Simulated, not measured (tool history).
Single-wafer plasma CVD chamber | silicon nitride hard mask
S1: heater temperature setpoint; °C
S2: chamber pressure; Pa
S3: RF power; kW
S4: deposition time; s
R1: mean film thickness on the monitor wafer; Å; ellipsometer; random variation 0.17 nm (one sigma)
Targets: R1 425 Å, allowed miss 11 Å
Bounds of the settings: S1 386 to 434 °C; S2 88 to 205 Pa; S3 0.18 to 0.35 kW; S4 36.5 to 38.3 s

run,hour,S1,S2,S3,S4,R1
1,0,410,147,0.265,38.3,371.16
2,7.8,410,159,0.265,38.3,374.3
3,11.1,410,163,0.275,38.3,392.79
4,19.1,410,181,0.275,38.3,402.16
5,25.1,410,184,0.275,38.3,405.16
6,34,416,184,0.275,38.3,400.19
7,37.8,416,187,0.275,38.3,401.62
8,45.8,416,189,0.275,38.3,403.13
9,53.3,416,192,0.275,38.3,405.63

5 next moves are on the table. One of them brings every result within its allowed miss. Which?
A,60.8,418,184,0.29,36.8,?
B,60.8,412,172,0.315,36.6,?
C,60.8,414,204,0.285,36.5,?
D,60.8,434,159,0.27,37.9,?
E,60.8,412,205,0.315,38.3,?

move,R1
A,406.41
B,427.26
C,407.26
D,378.06
E,465.29
A: as far off as the last run
B: meets every target
C: nearer than the last run, and not there yet
D: further off than the last run
E: takes the result that was furthest off past its target
Answer: B
